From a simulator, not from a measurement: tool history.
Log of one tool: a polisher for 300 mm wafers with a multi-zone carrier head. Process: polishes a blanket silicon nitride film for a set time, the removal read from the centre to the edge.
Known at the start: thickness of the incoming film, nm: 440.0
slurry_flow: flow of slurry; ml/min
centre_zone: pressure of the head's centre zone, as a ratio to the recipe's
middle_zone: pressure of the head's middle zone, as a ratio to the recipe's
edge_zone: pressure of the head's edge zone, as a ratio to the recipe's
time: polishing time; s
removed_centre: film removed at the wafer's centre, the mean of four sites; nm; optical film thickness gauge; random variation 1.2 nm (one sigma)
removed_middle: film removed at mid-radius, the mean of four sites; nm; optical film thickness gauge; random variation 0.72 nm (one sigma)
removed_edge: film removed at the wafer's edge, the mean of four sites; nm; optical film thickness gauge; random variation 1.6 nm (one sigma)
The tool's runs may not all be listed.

run  hour  slurry_flow  centre_zone  middle_zone  edge_zone  time  removed_centre  removed_middle  removed_edge
  1     0          310            1            1          1    48          117.89          120.04        121.37
  2     2          310            1            1          1    37          90.988          91.887        94.152
  3   7.9          310         1.08            1          1    37          96.364          90.594        90.969
  4  13.5          255         1.08            1          1    37          93.531          89.298        90.364
  5  20.1          265         1.08            1       1.02    38          95.929          91.135        93.313
  6  20.7          265         1.08            1        1.1    38          96.656          90.486        96.311
  7  27.6          275         1.08         1.01       1.11    39          98.967          95.211        103.01
  8  30.2          365         1.18         1.11       1.16    40          117.08          109.11        107.36
  9  38.4          365         1.17          1.1       1.16    41          118.85          111.27        112.38
 10  44.3          370         1.16          1.1       1.16    41           120.9           110.7        111.88
 11  48.7          370         1.15          1.1       1.16    41          118.06           111.5        114.41
 12  52.7          370         1.15          1.1       1.16    41          118.17           110.1        112.73
       57  -- slurry nozzle cleaned
 13    57          370         1.15          1.1       1.16    41          124.92          115.42        116.89
 14    62          365         1.14          1.1       1.16    41           123.7          117.47        114.51
 15  67.4          345         1.14         1.09       1.16    42          125.52          118.21         119.4

Run 16 comes next. What will it give?
 16  72.7          345         1.13         1.08       1.16    42               ?               ?             ?

{"run 16": {"removed_centre": 125.65, "removed_middle": 118.61, "removed_edge": 117.99}}
